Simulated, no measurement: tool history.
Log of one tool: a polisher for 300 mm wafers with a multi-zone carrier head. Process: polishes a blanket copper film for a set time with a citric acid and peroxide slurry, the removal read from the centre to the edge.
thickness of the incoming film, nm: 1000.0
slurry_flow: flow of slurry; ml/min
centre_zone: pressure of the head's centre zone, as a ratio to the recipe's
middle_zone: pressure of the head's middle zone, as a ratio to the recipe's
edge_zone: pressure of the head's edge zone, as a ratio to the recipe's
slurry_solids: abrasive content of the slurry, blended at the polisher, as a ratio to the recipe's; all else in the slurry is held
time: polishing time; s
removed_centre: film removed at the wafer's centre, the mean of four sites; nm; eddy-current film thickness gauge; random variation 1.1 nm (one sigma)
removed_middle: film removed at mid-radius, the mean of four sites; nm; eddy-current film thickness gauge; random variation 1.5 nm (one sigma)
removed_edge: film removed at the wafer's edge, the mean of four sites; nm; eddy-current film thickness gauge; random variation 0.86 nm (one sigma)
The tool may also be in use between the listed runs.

Run 1, day 0: slurry_flow 210 ml/min, centre_zone 1, middle_zone 1, edge_zone 1, slurry_solids 1, time 40 s. Result: removed_centre 95.892 nm, removed_middle 96.214 nm, removed_edge 96.946 nm.
Run 2, day 0.3: slurry_flow 210 ml/min, centre_zone 1, middle_zone 1.04, edge_zone 1, slurry_solids 1, time 40 s. Result: removed_centre 96.287 nm, removed_middle 101.37 nm, removed_edge 97.285 nm.
Run 3, day 0.567: slurry_flow 210 ml/min, centre_zone 1, middle_zone 1.04, edge_zone 1, slurry_solids 0.85, time 40 s. Result: removed_centre 94.87 nm, removed_middle 97.965 nm, removed_edge 94.355 nm.
Run 4, day 0.938: slurry_flow 210 ml/min, centre_zone 1, middle_zone 1.09, edge_zone 1, slurry_solids 0.85, time 40 s. Result: removed_centre 93.681 nm, removed_middle 100.45 nm, removed_edge 93.244 nm.
Run 5, day 1.196: slurry_flow 210 ml/min, centre_zone 1.06, middle_zone 1.09, edge_zone 1, slurry_solids 0.85, time 40 s. Result: removed_centre 99.069 nm, removed_middle 101.46 nm, removed_edge 94.034 nm.
Run 6, day 1.25: slurry_flow 210 ml/min, centre_zone 1.06, middle_zone 1.09, edge_zone 1, slurry_solids 0.8, time 40 s. Result: removed_centre 100.72 nm, removed_middle 101.31 nm, removed_edge 93.856 nm.
Run 7, day 1.412: slurry_flow 230 ml/min, centre_zone 1.08, middle_zone 1.12, edge_zone 1.01, slurry_solids 1, time 40 s. Result: removed_centre 104.86 nm, removed_middle 106.48 nm, removed_edge 97.793 nm.

The next listed run, before its measurement:
Run 8, day 1.45: slurry_flow 230 ml/min, centre_zone 1.08, middle_zone 1.12, edge_zone 1.01, slurry_solids 1, time 40 s. Result: removed_centre ?, removed_middle ?, removed_edge ?.

removed_centre: 105.81 nm
removed_middle: 106.05 nm
removed_edge: 97.64 nm

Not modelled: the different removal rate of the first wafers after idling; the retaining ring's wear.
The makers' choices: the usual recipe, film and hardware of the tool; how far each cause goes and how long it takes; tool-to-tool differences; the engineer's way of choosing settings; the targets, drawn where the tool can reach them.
